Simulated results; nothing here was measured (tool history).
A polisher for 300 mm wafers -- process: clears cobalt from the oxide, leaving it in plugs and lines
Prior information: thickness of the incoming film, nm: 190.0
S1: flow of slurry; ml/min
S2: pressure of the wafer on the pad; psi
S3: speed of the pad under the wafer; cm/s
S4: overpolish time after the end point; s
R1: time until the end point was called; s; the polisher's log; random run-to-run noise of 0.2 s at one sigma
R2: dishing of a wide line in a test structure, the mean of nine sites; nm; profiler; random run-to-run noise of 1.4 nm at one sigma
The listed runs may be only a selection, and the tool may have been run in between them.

run	day	S1	S2	S3	S4	R1	R2
1	0	280	2.3	92	16	31.468	47.705
2	0.15	280	2.3	92	20	32.111	50.55
3	0.471	280	2.8	92	20	26.426	53.663
4	0.529	280	2.8	92	14	26.135	47.979
5	0.725	280	2.9	92	14	25.429	50.648
6	0.921	280	2.9	92	18	25.558	52.631

What will run 7 give?
7	1.121	280	3	92	18	?	?

{"run 7": {"R1": 24.415, "R2": 53.817}}
